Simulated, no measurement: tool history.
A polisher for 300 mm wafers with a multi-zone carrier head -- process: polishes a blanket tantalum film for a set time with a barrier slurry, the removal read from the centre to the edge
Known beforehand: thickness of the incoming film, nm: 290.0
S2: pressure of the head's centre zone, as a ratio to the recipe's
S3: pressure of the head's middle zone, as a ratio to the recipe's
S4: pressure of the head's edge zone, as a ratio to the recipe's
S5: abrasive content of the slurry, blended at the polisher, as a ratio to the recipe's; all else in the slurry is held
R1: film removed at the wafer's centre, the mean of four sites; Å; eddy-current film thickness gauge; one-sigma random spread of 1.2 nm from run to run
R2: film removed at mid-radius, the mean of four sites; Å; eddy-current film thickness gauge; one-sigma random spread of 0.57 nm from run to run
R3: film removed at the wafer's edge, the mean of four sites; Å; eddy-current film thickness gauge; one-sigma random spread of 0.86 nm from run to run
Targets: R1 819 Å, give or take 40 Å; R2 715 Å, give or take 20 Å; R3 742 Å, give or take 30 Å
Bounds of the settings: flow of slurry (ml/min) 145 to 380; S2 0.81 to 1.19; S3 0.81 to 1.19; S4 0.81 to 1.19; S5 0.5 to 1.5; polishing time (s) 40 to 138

{"run": 1, "day": 0.0, "flow of slurry (ml/min)": 245, "S2": 1, "S3": 1, "S4": 1, "S5": 1, "polishing time (s)": 88, "R1": 1013, "R2": 1019.3, "R3": 1036.4}
{"run": 2, "day": 0.196, "flow of slurry (ml/min)": 245, "S2": 1, "S3": 1, "S4": 1, "S5": 0.85, "polishing time (s)": 88, "R1": 972.1, "R2": 1005.9, "R3": 985.95}
{"run": 3, "day": 0.533, "flow of slurry (ml/min)": 245, "S2": 1, "S3": 1, "S4": 1.05, "S5": 0.85, "polishing time (s)": 88, "R1": 1010.1, "R2": 994.46, "R3": 1021.5}
{"run": 4, "day": 0.762, "flow of slurry (ml/min)": 240, "S2": 1.02, "S3": 0.97, "S4": 1.02, "S5": 0.75, "polishing time (s)": 86, "R1": 945.11, "R2": 932.54, "R3": 943.66}
{"run": 5, "day": 0.996, "flow of slurry (ml/min)": 240, "S2": 0.98, "S3": 0.97, "S4": 1.02, "S5": 0.75, "polishing time (s)": 86, "R1": 890.8, "R2": 941.95, "R3": 941.12}
{"run": 6, "day": 1.358, "flow of slurry (ml/min)": 240, "S2": 0.98, "S3": 0.97, "S4": 1.1, "S5": 0.75, "polishing time (s)": 86, "R1": 911.74, "R2": 938.85, "R3": 976.94}
{"run": 7, "day": 1.512, "flow of slurry (ml/min)": 240, "S2": 1.01, "S3": 0.95, "S4": 1.07, "S5": 0.7, "polishing time (s)": 84, "R1": 919.53, "R2": 874.03, "R3": 955.13}
{"run": 8, "day": 1.729, "flow of slurry (ml/min)": 240, "S2": 1.03, "S3": 0.94, "S4": 1.03, "S5": 0.65, "polishing time (s)": 82, "R1": 894.78, "R2": 832.67, "R3": 881.81}
{"run": 9, "day": 2.021, "flow of slurry (ml/min)": 235, "S2": 1.04, "S3": 0.92, "S4": 1, "S5": 0.6, "polishing time (s)": 82, "R1": 864.54, "R2": 811.68, "R3": 861.55}
{"run": 10, "day": 2.362, "flow of slurry (ml/min)": 245, "S2": 1.14, "S3": 0.87, "S4": 0.9, "S5": 0.5, "polishing time (s)": 73, "R1": 840.24, "R2": 674.99, "R3": 704.61}
{"run": 11, "day": 2.458, "flow of slurry (ml/min)": 250, "S2": 1.13, "S3": 0.88, "S4": 0.91, "S5": 0.5, "polishing time (s)": 73, "R1": 836.33, "R2": 683.66, "R3": 706.72}

Exactly one of the 4 candidate moves below puts every result within its allowed miss. Which one?
{"run": "A", "day": 2.554, "flow of slurry (ml/min)": 370, "S2": 1.19, "S3": 0.98, "S4": 0.81, "S5": 0.75, "polishing time (s)": 66, "R1": "?", "R2": "?", "R3": "?"}
{"run": "B", "day": 2.554, "flow of slurry (ml/min)": 250, "S2": 1.19, "S3": 0.89, "S4": 0.87, "S5": 0.5, "polishing time (s)": 70, "R1": "?", "R2": "?", "R3": "?"}
{"run": "C", "day": 2.554, "flow of slurry (ml/min)": 250, "S2": 1.11, "S3": 0.93, "S4": 0.97, "S5": 0.5, "polishing time (s)": 75, "R1": "?", "R2": "?", "R3": "?"}
{"run": "D", "day": 2.554, "flow of slurry (ml/min)": 165, "S2": 1.14, "S3": 0.85, "S4": 0.84, "S5": 0.7, "polishing time (s)": 72, "R1": "?", "R2": "?", "R3": "?"}

move=A R1=857.9 R2=757.11 R3=677.49
move=B R1=806.45 R2=659.47 R3=666.6
move=C R1=805.82 R2=733.08 R3=750.75
move=D R1=802.9 R2=664.27 R3=695.81
A: the result that was furthest off in the last run now lies on the other side of its target
B: the biggest miss grows against the last run
C: hits every target within its allowed miss
D: the biggest miss grows against the last run
C meets every target.

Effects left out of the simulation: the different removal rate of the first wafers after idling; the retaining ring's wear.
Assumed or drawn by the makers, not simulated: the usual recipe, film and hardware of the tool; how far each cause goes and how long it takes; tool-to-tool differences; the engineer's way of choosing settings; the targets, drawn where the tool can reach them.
